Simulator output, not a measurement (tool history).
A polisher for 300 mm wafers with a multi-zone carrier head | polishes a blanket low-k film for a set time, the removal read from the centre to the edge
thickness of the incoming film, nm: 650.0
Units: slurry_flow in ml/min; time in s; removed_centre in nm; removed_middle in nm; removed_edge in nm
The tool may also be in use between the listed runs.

| run | hour | slurry_flow | centre_zone | middle_zone | edge_zone | slurry_solids | time | removed_centre | removed_middle | removed_edge |
|---|---|---|---|---|---|---|---|---|---|---|
| 1 | 0 | 285 | 1 | 1 | 1 | 1 | 44 | 16.232 | 15.2 | 16.069 |
| 2 | 4.9 | 280 | 0.95 | 1.03 | 1.01 | 1 | 44 | 15.298 | 15.851 | 15.784 |
| 3 | 13.9 | 280 | 0.95 | 1.03 | 1.01 | 1.1 | 44 | 16.068 | 16.761 | 16.751 |
| 4 | 15.9 | 345 | 0.95 | 1.03 | 1.01 | 1.1 | 44 | 16.103 | 16.699 | 17.548 |
| 5 | 24.6 | 345 | 0.91 | 1.04 | 1.01 | 1.05 | 44 | 15.561 | 16.644 | 16.461 |
| 6 | 31.6 | 290 | 0.91 | 1.04 | 1.01 | 1.05 | 44 | 15.226 | 16.56 | 16.429 |

Run 7 comes next. What will it give?
| 7 | 37.2 | 290 | 0.88 | 1.06 | 1.04 | 1.05 | 44 | ? | ? | ? |

removed_centre: 14.93 nm
removed_middle: 16.852 nm
removed_edge: 16.95 nm
